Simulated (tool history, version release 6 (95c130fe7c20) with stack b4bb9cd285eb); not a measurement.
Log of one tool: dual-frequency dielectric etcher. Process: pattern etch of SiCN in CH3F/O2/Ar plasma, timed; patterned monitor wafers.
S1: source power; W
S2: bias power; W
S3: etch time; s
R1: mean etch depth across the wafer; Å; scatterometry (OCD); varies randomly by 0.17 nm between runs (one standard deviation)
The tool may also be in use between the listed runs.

{"run": 1, "hour": 0.0, "S1": 520, "S2": 100, "S3": 100, "R1": 503.1}
{"run": 2, "hour": 5.6, "S1": 560, "S2": 101, "S3": 100, "R1": 519.66}
{"run": 3, "hour": 13.1, "S1": 590, "S2": 102, "S3": 100, "R1": 530.03}
{"run": 4, "hour": 21.3, "S1": 620, "S2": 103, "S3": 100, "R1": 540.76}
{"run": 5, "hour": 29.8, "S1": 640, "S2": 104, "S3": 100, "R1": 545.92}
{"run": 6, "hour": 31.4, "S1": 710, "S2": 104, "S3": 100, "R1": 569.14}
{"run": 7, "hour": 34.9, "S1": 710, "S2": 105, "S3": 100, "R1": 569.46}
{"run": 8, "hour": 43.0, "S1": 710, "S2": 105, "S3": 100, "R1": 569.93}

Run 9 has not been measured yet. What should we expect?
{"run": 9, "hour": 45.5, "S1": 710, "S2": 106, "S3": 100, "R1": "?"}

Run 9 produced R1 570.05 Å.

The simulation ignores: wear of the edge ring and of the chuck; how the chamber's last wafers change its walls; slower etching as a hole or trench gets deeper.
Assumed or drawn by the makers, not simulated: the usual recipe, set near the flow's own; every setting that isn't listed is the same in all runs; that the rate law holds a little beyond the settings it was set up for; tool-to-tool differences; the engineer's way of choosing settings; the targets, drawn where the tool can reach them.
